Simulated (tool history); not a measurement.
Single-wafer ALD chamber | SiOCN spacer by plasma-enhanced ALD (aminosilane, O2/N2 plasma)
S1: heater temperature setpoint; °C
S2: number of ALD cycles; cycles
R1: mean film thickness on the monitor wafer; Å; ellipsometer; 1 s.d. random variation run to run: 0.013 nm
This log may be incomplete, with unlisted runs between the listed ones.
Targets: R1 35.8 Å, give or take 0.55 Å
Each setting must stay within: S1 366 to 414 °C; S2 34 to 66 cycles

run    day   S1  S2      R1
  1      0  390  50  29.486
  2  0.046  398  50   29.41
  3  0.204  398  43   25.48
  4  0.521  406  43  25.091
  5  0.754  405  45  26.161
  6  1.092  399  45  26.498
  7  1.388  398  47  27.543
  8  1.754  398  49  28.768
  9  1.817  398  49  28.604
 10  1.967  397  51  30.112
 11  2.275  397  52  30.726
 12    2.6  397  53  31.021
 13  2.817  396  54  31.739
 14  3.133  396  55  32.347
 15  3.438  396  56  33.037
 16  3.625  396  57  33.266

Next run, 5 choices. One meets every target within its allowed miss, the rest don't. Which?
  A  3.812  391  63   ?
  B  3.812  402  59   ?
  C  3.812  396  56   ?
  D  3.812  395  53   ?
  E  3.812  414  63   ?

move      R1
   A  37.039
   B  34.629
   C  32.924
   D   31.16
   E  35.804
A: takes the result that was furthest off past its target
B: gains on the last run, yet a result remains outside its allowed miss
C: its largest miss is bigger than the last run's
D: its largest miss is bigger than the last run's
E: meets every target
So the answer is move E, the one that meets all the targets.
